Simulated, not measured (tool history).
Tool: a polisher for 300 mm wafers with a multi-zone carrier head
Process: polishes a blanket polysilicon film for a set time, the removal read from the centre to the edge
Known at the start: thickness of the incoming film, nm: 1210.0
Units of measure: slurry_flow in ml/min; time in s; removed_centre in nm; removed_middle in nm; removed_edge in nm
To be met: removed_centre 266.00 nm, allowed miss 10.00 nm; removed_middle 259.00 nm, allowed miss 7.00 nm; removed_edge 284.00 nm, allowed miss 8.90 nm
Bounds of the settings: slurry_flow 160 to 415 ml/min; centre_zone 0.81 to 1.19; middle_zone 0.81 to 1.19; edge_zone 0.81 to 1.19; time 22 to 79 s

| run | hour | slurry_flow | centre_zone | middle_zone | edge_zone | time | removed_centre | removed_middle | removed_edge |
|---|---|---|---|---|---|---|---|---|---|
| 1 | 0.0 | 265 | 1.00 | 1.00 | 1.00 | 50 | 228.03 | 234.01 | 231.77 |
| 2 | 6.6 | 270 | 1.00 | 1.00 | 1.02 | 51 | 231.71 | 241.58 | 238.16 |
| 3 | 10.3 | 270 | 0.97 | 1.00 | 1.02 | 51 | 223.55 | 237.50 | 239.18 |
| 4 | 19.0 | 275 | 0.98 | 0.99 | 1.04 | 52 | 231.94 | 241.74 | 248.76 |
| 5 | 21.2 | 275 | 1.06 | 0.99 | 1.04 | 52 | 256.78 | 241.03 | 250.83 |
| 6 | 28.7 | 280 | 1.06 | 0.99 | 1.06 | 52 | 253.13 | 245.13 | 249.21 |
| 7 | 31.3 | 285 | 1.06 | 0.98 | 1.07 | 52 | 254.21 | 239.00 | 247.86 |
|  | 34.9 | slurry nozzle cleaned |
| 8 | 34.9 | 280 | 1.06 | 0.98 | 1.08 | 53 | 263.34 | 252.71 | 267.08 |
| 9 | 39.9 | 280 | 1.06 | 0.98 | 1.09 | 53 | 266.48 | 253.29 | 267.41 |

4 next moves are on the table. One of them brings every result within its allowed miss. Which?
| A | 44.9 | 235 | 0.89 | 0.83 | 1.19 | 59 | ? | ? | ? |
| B | 44.9 | 280 | 0.96 | 0.84 | 1.16 | 59 | ? | ? | ? |
| C | 44.9 | 245 | 1.03 | 0.97 | 1.15 | 56 | ? | ? | ? |
| D | 44.9 | 220 | 0.94 | 0.89 | 1.16 | 56 | ? | ? | ? |

| move | removed_centre | removed_middle | removed_edge |
|---|---|---|---|
| A | 240.26 | 240.21 | 303.85 |
| B | 265.73 | 247.87 | 304.77 |
| C | 266.15 | 260.75 | 283.97 |
| D | 238.52 | 239.15 | 282.34 |
A: moves the result that the last run missed by most past its target, out the other side
B: moves the result that the last run missed by most past its target, out the other side
C: each result inside its tolerance
D: corrects the largest miss of the last run, while another result sits out of spec
Move C is the one to make.
